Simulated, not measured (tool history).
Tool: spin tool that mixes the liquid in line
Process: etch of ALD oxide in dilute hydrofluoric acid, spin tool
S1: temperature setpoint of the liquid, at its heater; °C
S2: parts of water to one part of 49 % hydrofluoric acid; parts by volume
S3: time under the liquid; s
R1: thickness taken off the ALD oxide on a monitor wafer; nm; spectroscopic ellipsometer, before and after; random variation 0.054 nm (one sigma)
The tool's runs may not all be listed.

run	day	S1	S2	S3	R1
1	0	25	115	85	9.4436
2	0.117	25	115	85	9.4498
3	0.192	28	115	85	10.625
4	0.217	28	115	85	10.626
5	0.35	26.5	115	85	10.117
6	0.662	26.5	115	85	9.9913

Forecast run 7:
7	0.892	24.5	115	85	?

Run 7 gave R1 9.2355 nm.

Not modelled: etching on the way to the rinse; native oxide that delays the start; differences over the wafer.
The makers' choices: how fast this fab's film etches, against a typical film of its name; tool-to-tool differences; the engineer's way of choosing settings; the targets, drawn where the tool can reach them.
